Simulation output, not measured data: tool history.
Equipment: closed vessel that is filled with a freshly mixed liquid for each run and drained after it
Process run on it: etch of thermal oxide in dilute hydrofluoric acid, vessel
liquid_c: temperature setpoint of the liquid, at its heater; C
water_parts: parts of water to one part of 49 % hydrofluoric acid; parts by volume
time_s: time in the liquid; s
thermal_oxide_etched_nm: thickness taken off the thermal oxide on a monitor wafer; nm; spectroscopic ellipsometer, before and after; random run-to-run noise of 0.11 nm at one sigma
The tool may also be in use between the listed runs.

| run | hour | liquid_c | water_parts | time_s | thermal_oxide_etched_nm |
|---|---|---|---|---|---|
| 1 | 0 | 26 | 235 | 365 | 7.3179 |
| 2 | 7.9 | 26 | 275 | 365 | 5.9222 |
| 3 | 14.4 | 26 | 220 | 365 | 7.8586 |
| 4 | 20.4 | 26 | 145 | 365 | 13.167 |
| 5 | 21.5 | 28 | 135 | 365 | 15.497 |
| 6 | 28 | 28 | 135 | 395 | 16.627 |
| 7 | 31.3 | 29.5 | 130 | 395 | 18.592 |
| 8 | 39.4 | 30.5 | 130 | 395 | 19.009 |
| 9 | 47.3 | 31.5 | 125 | 395 | 20.734 |

Forecast run 10:
| 10 | 48.3 | 32 | 125 | 395 | ? |

{"run 10": {"thermal_oxide_etched_nm": 21.123}}
